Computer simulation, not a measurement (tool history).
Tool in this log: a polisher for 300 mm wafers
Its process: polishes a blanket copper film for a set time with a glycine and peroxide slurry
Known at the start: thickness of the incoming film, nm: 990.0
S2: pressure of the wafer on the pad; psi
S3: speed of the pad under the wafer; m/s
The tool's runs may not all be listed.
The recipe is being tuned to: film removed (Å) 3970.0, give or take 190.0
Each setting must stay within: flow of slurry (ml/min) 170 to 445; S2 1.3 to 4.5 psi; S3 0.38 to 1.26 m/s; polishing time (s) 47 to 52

Run 1, hour 0.0: flow of slurry (ml/min) 285, S2 2.9 psi, S3 0.82 m/s, polishing time (s) 52. Result: film removed (Å) 2462.7.
Run 2, hour 3.8: flow of slurry (ml/min) 285, S2 3.5 psi, S3 0.82 m/s, polishing time (s) 52. Result: film removed (Å) 2761.3.
Run 3, hour 8.0: flow of slurry (ml/min) 285, S2 3.6 psi, S3 0.84 m/s, polishing time (s) 52. Result: film removed (Å) 2830.8.
Run 4, hour 13.1: flow of slurry (ml/min) 285, S2 3.7 psi, S3 0.88 m/s, polishing time (s) 52. Result: film removed (Å) 3037.4.
Run 5, hour 21.0: flow of slurry (ml/min) 285, S2 3.2 psi, S3 0.88 m/s, polishing time (s) 52. Result: film removed (Å) 2700.2.
Run 6, hour 23.2: flow of slurry (ml/min) 285, S2 3.4 psi, S3 0.90 m/s, polishing time (s) 52. Result: film removed (Å) 2974.9.
Run 7, hour 23.9: flow of slurry (ml/min) 285, S2 3.5 psi, S3 0.92 m/s, polishing time (s) 52. Result: film removed (Å) 3080.9.
Run 8, hour 28.3: flow of slurry (ml/min) 285, S2 3.6 psi, S3 0.92 m/s, polishing time (s) 52. Result: film removed (Å) 3150.5.
Run 9, hour 32.0: flow of slurry (ml/min) 285, S2 3.7 psi, S3 0.92 m/s, polishing time (s) 52. Result: film removed (Å) 3126.5.
Run 10, hour 34.1: flow of slurry (ml/min) 285, S2 3.8 psi, S3 0.94 m/s, polishing time (s) 52. Result: film removed (Å) 3288.3.

Which of these 5 next moves meets every target?
Run A, hour 36.2: flow of slurry (ml/min) 340, S2 3.2 psi, S3 0.96 m/s, polishing time (s) 52. Result: film removed (Å) ?.
Run B, hour 36.2: flow of slurry (ml/min) 265, S2 3.8 psi, S3 1.06 m/s, polishing time (s) 50. Result: film removed (Å) ?.
Run C, hour 36.2: flow of slurry (ml/min) 320, S2 3.8 psi, S3 1.12 m/s, polishing time (s) 52. Result: film removed (Å) ?.
Run D, hour 36.2: flow of slurry (ml/min) 320, S2 4.4 psi, S3 0.84 m/s, polishing time (s) 52. Result: film removed (Å) ?.
Run E, hour 36.2: flow of slurry (ml/min) 240, S2 3.6 psi, S3 0.94 m/s, polishing time (s) 47. Result: film removed (Å) ?.

move  film removed (Å)
   A            2950.9
   B            3432.3
   C            3817.6
   D            3338.0
   E            2758.8
A: moves away from the targets compared with the last run
B: closer than the last run, but not yet in spec
C: meets every target
D: closer than the last run, but not yet in spec
E: moves away from the targets compared with the last run
The move that meets every target is C.

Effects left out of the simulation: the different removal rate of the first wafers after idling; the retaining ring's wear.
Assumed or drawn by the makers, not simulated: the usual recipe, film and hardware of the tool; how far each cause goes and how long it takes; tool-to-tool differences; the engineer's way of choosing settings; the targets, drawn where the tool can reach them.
